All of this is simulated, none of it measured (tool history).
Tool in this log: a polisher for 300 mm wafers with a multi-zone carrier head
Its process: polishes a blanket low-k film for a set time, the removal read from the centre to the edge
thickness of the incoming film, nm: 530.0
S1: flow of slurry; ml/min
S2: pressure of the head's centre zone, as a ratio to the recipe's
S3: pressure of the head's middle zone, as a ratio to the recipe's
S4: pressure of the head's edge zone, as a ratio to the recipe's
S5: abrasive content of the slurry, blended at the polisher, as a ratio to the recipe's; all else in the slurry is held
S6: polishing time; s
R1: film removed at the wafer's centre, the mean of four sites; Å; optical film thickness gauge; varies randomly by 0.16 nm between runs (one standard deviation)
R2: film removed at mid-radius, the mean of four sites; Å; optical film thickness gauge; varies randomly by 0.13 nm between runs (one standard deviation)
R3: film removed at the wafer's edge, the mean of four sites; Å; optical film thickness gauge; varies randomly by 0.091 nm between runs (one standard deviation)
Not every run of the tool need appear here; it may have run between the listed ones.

| run | hour | S1 | S2 | S3 | S4 | S5 | S6 | R1 | R2 | R3 |
|---|---|---|---|---|---|---|---|---|---|---|
| 1 | 0.0 | 250 | 1.00 | 1.00 | 1.00 | 1.00 | 36 | 128.00 | 130.45 | 131.20 |
| 2 | 6.9 | 250 | 1.00 | 1.00 | 1.08 | 1.00 | 36 | 126.83 | 125.69 | 133.80 |
| 3 | 9.9 | 250 | 1.00 | 1.00 | 1.01 | 1.00 | 36 | 128.52 | 126.04 | 131.62 |
| 4 | 14.5 | 250 | 1.00 | 0.94 | 1.01 | 1.00 | 36 | 125.93 | 124.44 | 132.24 |
| 5 | 20.5 | 250 | 1.00 | 0.94 | 0.94 | 1.00 | 36 | 126.31 | 121.24 | 129.32 |
| 6 | 22.7 | 250 | 1.02 | 0.96 | 0.92 | 0.95 | 36 | 126.25 | 121.39 | 124.72 |
| 7 | 24.0 | 250 | 1.04 | 0.96 | 0.90 | 0.90 | 36 | 129.58 | 119.51 | 119.65 |

What will run 8 give?
| 8 | 31.9 | 245 | 1.04 | 0.96 | 0.89 | 0.85 | 36 | ? | ? | ? |

{"run 8": {"R1": 124.09, "R2": 114.9, "R3": 114.28}}
